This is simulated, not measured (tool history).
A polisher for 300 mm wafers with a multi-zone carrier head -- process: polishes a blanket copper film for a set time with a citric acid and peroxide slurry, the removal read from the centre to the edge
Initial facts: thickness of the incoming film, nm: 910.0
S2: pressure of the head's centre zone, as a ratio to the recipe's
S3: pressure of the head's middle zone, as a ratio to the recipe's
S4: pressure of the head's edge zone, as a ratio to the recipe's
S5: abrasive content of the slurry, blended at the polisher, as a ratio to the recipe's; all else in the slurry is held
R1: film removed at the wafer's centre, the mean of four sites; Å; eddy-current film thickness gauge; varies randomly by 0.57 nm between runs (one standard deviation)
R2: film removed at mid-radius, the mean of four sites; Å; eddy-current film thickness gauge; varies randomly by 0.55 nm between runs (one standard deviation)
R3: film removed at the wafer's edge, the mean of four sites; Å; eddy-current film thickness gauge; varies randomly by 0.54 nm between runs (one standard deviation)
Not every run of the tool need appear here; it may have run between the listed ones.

{"run": 1, "hour": 0.0, "flow of slurry (ml/min)": 315, "S2": 1, "S3": 1, "S4": 1, "S5": 1, "polishing time (s)": 45, "R1": 1293.1, "R2": 1303.7, "R3": 1319.9}
{"run": 2, "hour": 2.2, "flow of slurry (ml/min)": 300, "S2": 0.95, "S3": 0.95, "S4": 0.96, "S5": 0.85, "polishing time (s)": 40, "R1": 1068.7, "R2": 1073.5, "R3": 1094.4}
{"run": 3, "hour": 4.9, "flow of slurry (ml/min)": 370, "S2": 0.95, "S3": 0.95, "S4": 0.96, "S5": 0.85, "polishing time (s)": 40, "R1": 1067.4, "R2": 1093, "R3": 1107.7}
{"run": 4, "hour": 12.3, "flow of slurry (ml/min)": 370, "S2": 0.95, "S3": 0.88, "S4": 0.96, "S5": 0.85, "polishing time (s)": 40, "R1": 1079.9, "R2": 1049.4, "R3": 1115}
{"run": 5, "hour": 18.0, "flow of slurry (ml/min)": 370, "S2": 0.95, "S3": 0.88, "S4": 0.96, "S5": 0.75, "polishing time (s)": 40, "R1": 1050.5, "R2": 1017.6, "R3": 1068.1}
{"run": 6, "hour": 20.6, "flow of slurry (ml/min)": 350, "S2": 0.91, "S3": 0.86, "S4": 0.98, "S5": 0.65, "polishing time (s)": 36, "R1": 883.97, "R2": 870.06, "R3": 957.05}
{"run": 7, "hour": 29.5, "flow of slurry (ml/min)": 265, "S2": 0.82, "S3": 0.81, "S4": 0.88, "S5": 0.5, "polishing time (s)": 30, "R1": 621.43, "R2": 644.74, "R3": 704.64}

Run 8 has not been measured yet. What should we expect?
{"run": 8, "hour": 34.3, "flow of slurry (ml/min)": 300, "S2": 0.83, "S3": 0.82, "S4": 0.91, "S5": 0.5, "polishing time (s)": 30, "R1": "?", "R2": "?", "R3": "?"}

{"run 8": {"R1": 647.11, "R2": 653.48, "R3": 721.52}}
